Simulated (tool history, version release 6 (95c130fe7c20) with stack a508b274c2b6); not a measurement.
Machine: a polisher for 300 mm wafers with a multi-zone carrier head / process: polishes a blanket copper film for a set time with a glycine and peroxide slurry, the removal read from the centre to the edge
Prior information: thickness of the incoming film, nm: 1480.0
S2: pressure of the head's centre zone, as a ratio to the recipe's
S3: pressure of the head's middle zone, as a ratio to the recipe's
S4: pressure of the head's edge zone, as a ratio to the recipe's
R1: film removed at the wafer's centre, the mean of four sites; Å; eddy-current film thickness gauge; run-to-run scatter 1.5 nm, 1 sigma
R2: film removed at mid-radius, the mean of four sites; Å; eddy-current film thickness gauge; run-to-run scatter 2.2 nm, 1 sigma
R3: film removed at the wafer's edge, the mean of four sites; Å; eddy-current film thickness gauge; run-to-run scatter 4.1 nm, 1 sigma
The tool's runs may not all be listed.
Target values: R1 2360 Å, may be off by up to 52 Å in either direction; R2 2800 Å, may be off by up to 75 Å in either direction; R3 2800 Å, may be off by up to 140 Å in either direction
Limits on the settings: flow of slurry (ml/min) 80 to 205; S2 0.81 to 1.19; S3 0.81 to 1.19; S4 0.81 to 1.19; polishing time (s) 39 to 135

{"run": 1, "day": 0.0, "flow of slurry (ml/min)": 135, "S2": 1, "S3": 1, "S4": 1, "polishing time (s)": 87, "R1": 3365, "R2": 3458.2, "R3": 3408.7}
{"run": 2, "day": 0.208, "flow of slurry (ml/min)": 135, "S2": 1, "S3": 1, "S4": 0.93, "polishing time (s)": 87, "R1": 3334.1, "R2": 3429.5, "R3": 3241.5}
{"run": 3, "day": 0.462, "flow of slurry (ml/min)": 130, "S2": 0.97, "S3": 0.99, "S4": 0.92, "polishing time (s)": 86, "R1": 3180.1, "R2": 3333.8, "R3": 3202.3}
{"run": 4, "day": 0.712, "flow of slurry (ml/min)": 130, "S2": 0.89, "S3": 0.99, "S4": 0.92, "polishing time (s)": 86, "R1": 2894.6, "R2": 3307.9, "R3": 3270.8}
{"run": 5, "day": 0.733, "flow of slurry (ml/min)": 130, "S2": 0.94, "S3": 0.99, "S4": 0.92, "polishing time (s)": 86, "R1": 3056.6, "R2": 3337.5, "R3": 3298.2}
{"run": 6, "day": 0.95, "flow of slurry (ml/min)": 130, "S2": 0.94, "S3": 1.04, "S4": 0.92, "polishing time (s)": 86, "R1": 3095.3, "R2": 3441.4, "R3": 3154.3}
{"run": 7, "day": 1.229, "flow of slurry (ml/min)": 125, "S2": 0.92, "S3": 1.03, "S4": 0.91, "polishing time (s)": 85, "R1": 2944.9, "R2": 3355.2, "R3": 3057}
{"run": 8, "day": 1.592, "flow of slurry (ml/min)": 120, "S2": 0.91, "S3": 1.02, "S4": 0.9, "polishing time (s)": 84, "R1": 2814.8, "R2": 3267.6, "R3": 3036.1}
{"run": 9, "day": 1.704, "flow of slurry (ml/min)": 95, "S2": 0.85, "S3": 0.93, "S4": 0.83, "polishing time (s)": 78, "R1": 2274.3, "R2": 2637.2, "R3": 2625.6}
{"run": 10, "day": 1.825, "flow of slurry (ml/min)": 100, "S2": 0.85, "S3": 0.93, "S4": 0.84, "polishing time (s)": 78, "R1": 2316, "R2": 2649.6, "R3": 2659.5}
{"run": 11, "day": 1.862, "flow of slurry (ml/min)": 100, "S2": 0.85, "S3": 0.93, "S4": 0.85, "polishing time (s)": 78, "R1": 2344.7, "R2": 2665.1, "R3": 2685.3}
{"run": 12, "day": 2.217, "flow of slurry (ml/min)": 100, "S2": 0.85, "S3": 0.93, "S4": 0.86, "polishing time (s)": 78, "R1": 2330.3, "R2": 2694.5, "R3": 2652.5}

Exactly one of the 4 candidate moves below puts every result within its allowed miss. Which one?
{"run": "A", "day": 2.571, "flow of slurry (ml/min)": 115, "S2": 0.86, "S3": 0.99, "S4": 0.97, "polishing time (s)": 75, "R1": "?", "R2": "?", "R3": "?"}
{"run": "B", "day": 2.571, "flow of slurry (ml/min)": 80, "S2": 0.87, "S3": 1.06, "S4": 0.87, "polishing time (s)": 82, "R1": "?", "R2": "?", "R3": "?"}
{"run": "C", "day": 2.571, "flow of slurry (ml/min)": 80, "S2": 0.96, "S3": 1.03, "S4": 0.93, "polishing time (s)": 77, "R1": "?", "R2": "?", "R3": "?"}
{"run": "D", "day": 2.571, "flow of slurry (ml/min)": 135, "S2": 0.83, "S3": 0.89, "S4": 0.88, "polishing time (s)": 73, "R1": "?", "R2": "?", "R3": "?"}

move=A R1=2357.1 R2=2781.5 R3=2809.2
move=B R1=2262.6 R2=2851.8 R3=2690.6
move=C R1=2345.9 R2=2611.9 R3=2606
move=D R1=2314.9 R2=2578.1 R3=2690.6
A: every result lands within tolerance
B: the furthest-off result lands on target, but another misses its tolerance
C: lands further from the targets than the last run did
D: lands further from the targets than the last run did
So the answer is move A, the one that meets all the targets.

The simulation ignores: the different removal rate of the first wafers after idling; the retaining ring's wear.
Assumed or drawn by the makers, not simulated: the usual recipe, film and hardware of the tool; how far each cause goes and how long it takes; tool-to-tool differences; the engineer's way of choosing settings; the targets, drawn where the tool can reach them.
